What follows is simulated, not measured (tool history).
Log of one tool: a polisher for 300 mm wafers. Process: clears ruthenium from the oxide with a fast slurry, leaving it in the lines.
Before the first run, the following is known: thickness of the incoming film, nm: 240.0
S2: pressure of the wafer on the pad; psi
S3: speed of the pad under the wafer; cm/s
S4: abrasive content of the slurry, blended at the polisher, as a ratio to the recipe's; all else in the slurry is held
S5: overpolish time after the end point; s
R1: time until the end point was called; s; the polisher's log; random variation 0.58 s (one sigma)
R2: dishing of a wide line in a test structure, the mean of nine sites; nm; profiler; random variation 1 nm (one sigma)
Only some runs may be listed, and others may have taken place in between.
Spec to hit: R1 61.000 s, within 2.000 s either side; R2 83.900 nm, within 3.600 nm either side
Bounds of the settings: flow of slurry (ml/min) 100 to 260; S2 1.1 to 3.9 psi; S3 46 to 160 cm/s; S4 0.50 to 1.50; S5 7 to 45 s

run 1 hour=0.0 | flow_of_slurry_(ml/min)=165 S2=2.5 S3=102 S4=1.00 S5=23 | R1=60.412 R2=59.832
run 2 hour=5.1 | flow_of_slurry_(ml/min)=165 S2=2.5 S3=102 S4=1.00 S5=26 | R1=60.653 R2=65.738
run 3 hour=10.9 | flow_of_slurry_(ml/min)=165 S2=2.5 S3=102 S4=0.80 S5=26 | R1=65.025 R2=62.650
run 4 hour=12.7 | flow_of_slurry_(ml/min)=165 S2=2.5 S3=102 S4=0.80 S5=29 | R1=64.829 R2=67.394
run 5 hour=19.1 | flow_of_slurry_(ml/min)=165 S2=2.5 S3=102 S4=0.95 S5=29 | R1=61.202 R2=69.513
run 6 hour=27.6 | flow_of_slurry_(ml/min)=165 S2=2.5 S3=102 S4=0.80 S5=29 | R1=65.354 R2=66.759
run 7 hour=29.4 | flow_of_slurry_(ml/min)=170 S2=2.5 S3=102 S4=0.80 S5=31 | R1=65.068 R2=71.257
run 8 hour=38.4 | flow_of_slurry_(ml/min)=170 S2=2.5 S3=102 S4=0.80 S5=32 | R1=66.211 R2=72.932
run 9 hour=44.6 | flow_of_slurry_(ml/min)=170 S2=2.6 S3=102 S4=0.80 S5=33 | R1=62.196 R2=77.087
run 10 hour=51.7 | flow_of_slurry_(ml/min)=170 S2=2.6 S3=102 S4=0.80 S5=34 | R1=62.423 R2=76.927
run 11 hour=55.8 | flow_of_slurry_(ml/min)=170 S2=2.6 S3=102 S4=0.80 S5=35 | R1=62.128 R2=78.261

Which one of the following 5 next-run settings gets every result inside its allowed miss? There is exactly one.
run A hour=59.9 | flow_of_slurry_(ml/min)=170 S2=2.7 S3=96 S4=0.90 S5=39 | R1=? R2=?
run B hour=59.9 | flow_of_slurry_(ml/min)=140 S2=3.1 S3=88 S4=0.85 S5=32 | R1=? R2=?
run C hour=59.9 | flow_of_slurry_(ml/min)=175 S2=2.6 S3=114 S4=0.80 S5=29 | R1=? R2=?
run D hour=59.9 | flow_of_slurry_(ml/min)=165 S2=2.5 S3=106 S4=0.85 S5=34 | R1=? R2=?
run E hour=59.9 | flow_of_slurry_(ml/min)=165 S2=2.7 S3=92 S4=1.00 S5=26 | R1=? R2=?

move=A R1=61.710 R2=85.094
move=B R1=61.814 R2=74.713
move=C R1=56.432 R2=74.340
move=D R1=62.116 R2=77.570
move=E R1=62.315 R2=64.113
A: every result within its allowed miss
B: its largest miss is bigger than the last run's
C: its largest miss is bigger than the last run's
D: its largest miss is bigger than the last run's
E: its largest miss is bigger than the last run's
Correct choice: A, which meets every target
